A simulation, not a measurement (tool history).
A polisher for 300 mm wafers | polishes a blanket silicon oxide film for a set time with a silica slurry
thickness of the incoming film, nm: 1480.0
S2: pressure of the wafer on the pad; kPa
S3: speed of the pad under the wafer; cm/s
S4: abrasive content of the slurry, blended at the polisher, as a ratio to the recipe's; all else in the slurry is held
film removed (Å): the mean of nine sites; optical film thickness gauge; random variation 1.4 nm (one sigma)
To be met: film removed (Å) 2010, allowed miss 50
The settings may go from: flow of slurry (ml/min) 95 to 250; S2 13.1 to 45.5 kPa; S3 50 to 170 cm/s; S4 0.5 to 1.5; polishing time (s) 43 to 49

{"run": 1, "hour": 0.0, "flow of slurry (ml/min)": 160, "S2": 29, "S3": 110, "S4": 1, "polishing time (s)": 49, "film removed (Å)": 1281}
{"run": 2, "hour": 6.9, "flow of slurry (ml/min)": 160, "S2": 29, "S3": 110, "S4": 1, "polishing time (s)": 49, "film removed (Å)": 1279.3}
{"run": 3, "hour": 14.5, "flow of slurry (ml/min)": 135, "S2": 29, "S3": 110, "S4": 1, "polishing time (s)": 49, "film removed (Å)": 1260.4}
{"run": 4, "hour": 17.3, "flow of slurry (ml/min)": 135, "S2": 29, "S3": 110, "S4": 1.15, "polishing time (s)": 49, "film removed (Å)": 1346.8}
{"run": 5, "hour": 19.2, "flow of slurry (ml/min)": 145, "S2": 32.4, "S3": 110, "S4": 1.15, "polishing time (s)": 49, "film removed (Å)": 1504.2}
{"run": 6, "hour": 26.4, "flow of slurry (ml/min)": 150, "S2": 35.2, "S3": 110, "S4": 1.15, "polishing time (s)": 49, "film removed (Å)": 1601.9}
{"run": 7, "hour": 34.2, "flow of slurry (ml/min)": 155, "S2": 37.9, "S3": 110, "S4": 1.15, "polishing time (s)": 49, "film removed (Å)": 1743.6}
{"run": 8, "hour": 39.4, "flow of slurry (ml/min)": 185, "S2": 42.1, "S3": 110, "S4": 1.15, "polishing time (s)": 49, "film removed (Å)": 1947}

5 next moves are on the table. One of them brings every result within its allowed miss. Which?
{"run": "A", "hour": 44.6, "flow of slurry (ml/min)": 180, "S2": 33.8, "S3": 124, "S4": 1.25, "polishing time (s)": 49, "film removed (Å)": "?"}
{"run": "B", "hour": 44.6, "flow of slurry (ml/min)": 175, "S2": 37.9, "S3": 128, "S4": 1.25, "polishing time (s)": 48, "film removed (Å)": "?"}
{"run": "C", "hour": 44.6, "flow of slurry (ml/min)": 200, "S2": 40.7, "S3": 106, "S4": 1.2, "polishing time (s)": 48, "film removed (Å)": "?"}
{"run": "D", "hour": 44.6, "flow of slurry (ml/min)": 200, "S2": 40, "S3": 120, "S4": 1.25, "polishing time (s)": 44, "film removed (Å)": "?"}
{"run": "E", "hour": 44.6, "flow of slurry (ml/min)": 250, "S2": 40, "S3": 128, "S4": 1.15, "polishing time (s)": 44, "film removed (Å)": "?"}

move=A film_removed_(Å)=1798.2
move=B film_removed_(Å)=1999
move=C film_removed_(Å)=1822.4
move=D film_removed_(Å)=1849.4
move=E film_removed_(Å)=1914.3
A: further off than the last run
B: meets every target
C: further off than the last run
D: further off than the last run
E: further off than the last run
The right move is B.
